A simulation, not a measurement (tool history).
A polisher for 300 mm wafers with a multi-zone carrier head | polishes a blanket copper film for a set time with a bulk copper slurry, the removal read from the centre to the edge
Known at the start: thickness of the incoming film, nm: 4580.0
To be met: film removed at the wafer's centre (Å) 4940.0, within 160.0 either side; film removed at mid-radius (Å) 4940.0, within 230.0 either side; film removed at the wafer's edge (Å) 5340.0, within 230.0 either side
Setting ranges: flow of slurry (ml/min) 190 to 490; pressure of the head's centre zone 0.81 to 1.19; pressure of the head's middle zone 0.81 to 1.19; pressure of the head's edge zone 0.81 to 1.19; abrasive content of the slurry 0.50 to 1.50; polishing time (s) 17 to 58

run  hour  flow of slurry (ml/min)  pressure of the head's centre zone  pressure of the head's middle zone  pressure of the head's edge zone  abrasive content of the slurry  polishing time (s)  film removed at the wafer's centre (Å)  film removed at mid-radius (Å)  film removed at the wafer's edge (Å)
  1   0.0                      315                                1.00                                1.00                              1.00                            1.00                  37                                  4543.9                          4141.6                                4104.9
  2   8.6                      315                                0.98                                1.00                              1.04                            1.10                  38                                  4728.9                          4317.3                                4428.0
  3  14.9                      315                                0.98                                0.94                              1.04                            1.10                  38                                  4746.2                          4113.0                                4493.4
  4  18.9                      315                                0.98                                0.99                              1.04                            1.10                  38                                  4778.2                          4378.2                                4348.6
  5  26.3                      285                                0.98                                0.99                              1.04                            1.10                  38                                  4683.0                          4395.6                                4313.8
  6  31.6                      320                                0.98                                0.99                              1.04                            1.10                  38                                  4734.7                          4298.3                                4402.2
  7  37.1                      330                                0.95                                0.99                              1.06                            1.20                  39                                  4829.9                          4558.0                                4756.8
  8  45.1                      340                                0.94                                1.00                              1.08                            1.25                  39                                  4750.8                          4603.2                                4834.4
  9  46.7                      345                                0.94                                1.00                              1.09                            1.30                  39                                  4757.4                          4575.6                                4830.3
 10  48.7                      350                                0.93                                1.00                              1.10                            1.35                  39                                  4779.1                          4580.1                                4912.9
 11  51.3                      355                                0.92                                1.01                              1.11                            1.40                  39                                  4888.2                          4771.6                                4910.7
 12  56.2                      360                                0.91                                1.01                              1.12                            1.40                  39                                  4766.5                          4751.4                                4896.8
 13  61.4                      365                                0.90                                1.00                              1.13                            1.40                  39                                  4708.3                          4620.5                                4961.1
 14  65.4                      365                                0.90                                1.00                              1.14                            1.40                  39                                  4665.1                          4743.5                                5018.8
 15  66.1                      365                                0.90                                1.00                              1.15                            1.40                  39                                  4662.8                          4683.7                                5046.4
     70.2  -- centre zone pressure recalibrated
 16  70.2                      375                                0.92                                1.03                              1.19                            1.50                  40                                  4612.6                          4971.5                                5348.0
 17  73.9                      375                                0.92                                1.02                              1.18                            1.50                  40                                  4614.0                          4855.4                                5225.8
 18  77.3                      375                                0.92                                1.01                              1.17                            1.50                  40                                  4553.7                          5027.1                                5315.5
 19  81.7                      375                                0.91                                1.01                              1.17                            1.45                  40                                  4506.3                          4912.3                                5140.7
 20  82.4                      365                                0.91                                1.01                              1.16                            1.45                  40                                  4556.5                          4935.4                                5185.2

Which single option among these 4 for the next run brings every result within its allowed miss of target? Just one does.
  A  83.1                      490                                0.95                                0.95                              0.94                            1.45                  41                                       ?                               ?                                     ?
  B  83.1                      485                                0.99                                0.98                              1.16                            1.50                  40                                       ?                               ?                                     ?
  C  83.1                      340                                0.90                                1.01                              1.18                            1.50                  38                                       ?                               ?                                     ?
  D  83.1                      330                                0.87                                1.09                              1.19                            1.45                  38                                       ?                               ?                                     ?

move  film removed at the wafer's centre (Å)  film removed at mid-radius (Å)  film removed at the wafer's edge (Å)
   A                                  4907.1                          4932.8                                4879.4
   B                                  5024.7                          4970.0                                5314.7
   C                                  4242.7                          4749.0                                5013.7
   D                                  4064.9                          5022.5                                4987.6
A: the furthest-off result lands on target, but another misses its tolerance
B: hits every target within its allowed miss
C: its largest miss is bigger than the last run's
D: its largest miss is bigger than the last run's
The move that meets every target is B.

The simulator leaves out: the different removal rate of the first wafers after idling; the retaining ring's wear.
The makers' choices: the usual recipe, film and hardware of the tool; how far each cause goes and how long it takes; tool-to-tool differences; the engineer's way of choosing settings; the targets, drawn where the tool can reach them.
